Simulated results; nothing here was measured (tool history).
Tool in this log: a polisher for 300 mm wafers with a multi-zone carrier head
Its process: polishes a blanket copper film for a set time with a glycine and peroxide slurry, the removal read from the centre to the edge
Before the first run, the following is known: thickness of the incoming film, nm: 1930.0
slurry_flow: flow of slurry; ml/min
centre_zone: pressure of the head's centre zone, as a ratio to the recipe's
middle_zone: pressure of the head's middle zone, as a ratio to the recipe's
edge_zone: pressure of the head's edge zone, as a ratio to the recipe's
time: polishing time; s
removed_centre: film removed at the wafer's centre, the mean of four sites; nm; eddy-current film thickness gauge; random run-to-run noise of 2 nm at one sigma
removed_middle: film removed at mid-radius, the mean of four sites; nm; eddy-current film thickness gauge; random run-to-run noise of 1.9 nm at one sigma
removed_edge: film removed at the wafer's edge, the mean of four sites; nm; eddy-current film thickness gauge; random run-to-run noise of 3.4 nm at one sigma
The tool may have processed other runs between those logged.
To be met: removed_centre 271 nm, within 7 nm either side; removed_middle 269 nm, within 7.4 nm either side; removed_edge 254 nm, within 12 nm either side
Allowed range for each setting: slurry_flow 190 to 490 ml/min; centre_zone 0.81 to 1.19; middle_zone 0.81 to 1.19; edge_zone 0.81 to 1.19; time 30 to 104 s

Run 1, hour 0: slurry_flow 315 ml/min, centre_zone 1, middle_zone 1, edge_zone 1, time 67 s. Result: removed_centre 312.13 nm, removed_middle 314.5 nm, removed_edge 312.03 nm.
Run 2, hour 6.5: slurry_flow 315 ml/min, centre_zone 1, middle_zone 0.99, edge_zone 0.97, time 66 s. Result: removed_centre 303.44 nm, removed_middle 307.42 nm, removed_edge 305.48 nm.
Run 3, hour 14.5: slurry_flow 250 ml/min, centre_zone 1, middle_zone 0.99, edge_zone 0.97, time 66 s. Result: removed_centre 300.43 nm, removed_middle 302.43 nm, removed_edge 305.75 nm.
Run 4, hour 20.6: slurry_flow 265 ml/min, centre_zone 1, middle_zone 0.99, edge_zone 0.95, time 64 s. Result: removed_centre 293.73 nm, removed_middle 295.22 nm, removed_edge 297.74 nm.
Run 5, hour 27.5: slurry_flow 265 ml/min, centre_zone 1, middle_zone 0.99, edge_zone 0.95, time 71 s. Result: removed_centre 331.28 nm, removed_middle 325.02 nm, removed_edge 316.61 nm.
Run 6, hour 31.9: slurry_flow 280 ml/min, centre_zone 1, middle_zone 0.99, edge_zone 0.93, time 69 s. Result: removed_centre 320.49 nm, removed_middle 315.07 nm, removed_edge 313.57 nm.
Run 7, hour 39.3: slurry_flow 285 ml/min, centre_zone 1.01, middle_zone 1, edge_zone 0.91, time 66 s. Result: removed_centre 310.27 nm, removed_middle 306.37 nm, removed_edge 300.24 nm.
Run 8, hour 45.1: slurry_flow 295 ml/min, centre_zone 1.01, middle_zone 1.01, edge_zone 0.89, time 64 s. Result: removed_centre 299.61 nm, removed_middle 302.78 nm, removed_edge 288.77 nm.
Run 9, hour 51.3: slurry_flow 300 ml/min, centre_zone 1.01, middle_zone 1.01, edge_zone 0.88, time 63 s. Result: removed_centre 295.7 nm, removed_middle 295.76 nm, removed_edge 278.29 nm.
Run 10, hour 58: slurry_flow 305 ml/min, centre_zone 1.01, middle_zone 1, edge_zone 0.87, time 62 s. Result: removed_centre 294.28 nm, removed_middle 288.07 nm, removed_edge 272.09 nm.
Run 11, hour 63.4: slurry_flow 310 ml/min, centre_zone 1, middle_zone 0.99, edge_zone 0.86, time 62 s. Result: removed_centre 286.8 nm, removed_middle 286.98 nm, removed_edge 272.89 nm.
Run 12, hour 68.4: slurry_flow 315 ml/min, centre_zone 1, middle_zone 0.99, edge_zone 0.85, time 61 s. Result: removed_centre 286.09 nm, removed_middle 283.53 nm, removed_edge 267.61 nm.
Run 13, hour 74: slurry_flow 315 ml/min, centre_zone 1, middle_zone 0.99, edge_zone 0.84, time 61 s. Result: removed_centre 284.37 nm, removed_middle 285.45 nm, removed_edge 262.13 nm.
Run 14, hour 78.6: slurry_flow 315 ml/min, centre_zone 1, middle_zone 0.98, edge_zone 0.84, time 61 s. Result: removed_centre 287 nm, removed_middle 283.94 nm, removed_edge 264.19 nm.
Run 15, hour 83.2: slurry_flow 315 ml/min, centre_zone 0.99, middle_zone 0.97, edge_zone 0.84, time 61 s. Result: removed_centre 278.31 nm, removed_middle 281.48 nm, removed_edge 271.12 nm.

Which single option among these 4 for the next run brings every result within its allowed miss of target? Just one does.
Run A, hour 87.8: slurry_flow 240 ml/min, centre_zone 0.97, middle_zone 0.95, edge_zone 0.81, time 61 s. Result: removed_centre ?, removed_middle ?, removed_edge ?.
Run B, hour 87.8: slurry_flow 315 ml/min, centre_zone 1.09, middle_zone 0.92, edge_zone 0.9, time 60 s. Result: removed_centre ?, removed_middle ?, removed_edge ?.
Run C, hour 87.8: slurry_flow 340 ml/min, centre_zone 0.96, middle_zone 1.01, edge_zone 0.86, time 60 s. Result: removed_centre ?, removed_middle ?, removed_edge ?.
Run D, hour 87.8: slurry_flow 425 ml/min, centre_zone 1.05, middle_zone 1.19, edge_zone 0.81, time 54 s. Result: removed_centre ?, removed_middle ?, removed_edge ?.

move  removed_centre  removed_middle  removed_edge
   A          271.14          269.57        257.04
   B          306.01          263.96        268.86
   C          270.83           283.2        264.08
   D          270.99          290.58         233.4
A: hits every target within its allowed miss
B: puts the biggest miss on target and leaves a different result outside tolerance
C: further off than the last run
D: further off than the last run
A meets every target.

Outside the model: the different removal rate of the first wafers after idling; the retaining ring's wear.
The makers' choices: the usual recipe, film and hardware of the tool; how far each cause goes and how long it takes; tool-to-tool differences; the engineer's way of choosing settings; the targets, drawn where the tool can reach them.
